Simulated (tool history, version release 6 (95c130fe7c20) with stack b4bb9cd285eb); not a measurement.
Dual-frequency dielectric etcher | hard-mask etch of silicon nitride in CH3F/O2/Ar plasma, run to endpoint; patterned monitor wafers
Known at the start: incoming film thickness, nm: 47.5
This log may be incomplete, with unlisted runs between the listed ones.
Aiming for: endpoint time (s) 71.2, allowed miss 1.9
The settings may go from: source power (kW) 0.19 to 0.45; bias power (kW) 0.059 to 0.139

{"run": 1, "hour": 0.0, "source power (kW)": 0.32, "bias power (kW)": 0.099, "endpoint time (s)": 63.736}
{"run": 2, "hour": 8.4, "source power (kW)": 0.35, "bias power (kW)": 0.099, "endpoint time (s)": 62.683}
{"run": 3, "hour": 9.8, "source power (kW)": 0.37, "bias power (kW)": 0.099, "endpoint time (s)": 59.887}
{"run": 4, "hour": 15.8, "source power (kW)": 0.35, "bias power (kW)": 0.097, "endpoint time (s)": 62.326}
{"run": 5, "hour": 23.5, "source power (kW)": 0.33, "bias power (kW)": 0.095, "endpoint time (s)": 65.088}
{"run": 6, "hour": 25.5, "source power (kW)": 0.33, "bias power (kW)": 0.11, "endpoint time (s)": 60.661}
{"run": 7, "hour": 28.6, "source power (kW)": 0.31, "bias power (kW)": 0.108, "endpoint time (s)": 64.139}
{"run": 8, "hour": 29.6, "source power (kW)": 0.3, "bias power (kW)": 0.107, "endpoint time (s)": 64.07}
{"run": 9, "hour": 38.2, "source power (kW)": 0.24, "bias power (kW)": 0.088, "endpoint time (s)": 80.518}
{"run": 10, "hour": 46.7, "source power (kW)": 0.25, "bias power (kW)": 0.089, "endpoint time (s)": 77.891}
{"run": 11, "hour": 52.9, "source power (kW)": 0.26, "bias power (kW)": 0.089, "endpoint time (s)": 76.184}
{"run": 12, "hour": 58.2, "source power (kW)": 0.27, "bias power (kW)": 0.089, "endpoint time (s)": 75.004}

Exactly one of the 4 candidate moves below puts every result within its allowed miss. Which one?
{"run": "A", "hour": 63.5, "source power (kW)": 0.34, "bias power (kW)": 0.065, "endpoint time (s)": "?"}
{"run": "B", "hour": 63.5, "source power (kW)": 0.24, "bias power (kW)": 0.094, "endpoint time (s)": "?"}
{"run": "C", "hour": 63.5, "source power (kW)": 0.29, "bias power (kW)": 0.089, "endpoint time (s)": "?"}
{"run": "D", "hour": 63.5, "source power (kW)": 0.26, "bias power (kW)": 0.084, "endpoint time (s)": "?"}

move=A endpoint_time_(s)=76.324
move=B endpoint_time_(s)=77.202
move=C endpoint_time_(s)=71.629
move=D endpoint_time_(s)=77.892
A: misses by more than the last run did
B: misses by more than the last run did
C: every result within its allowed miss
D: misses by more than the last run did
C is the move that brings every result within its allowed miss.
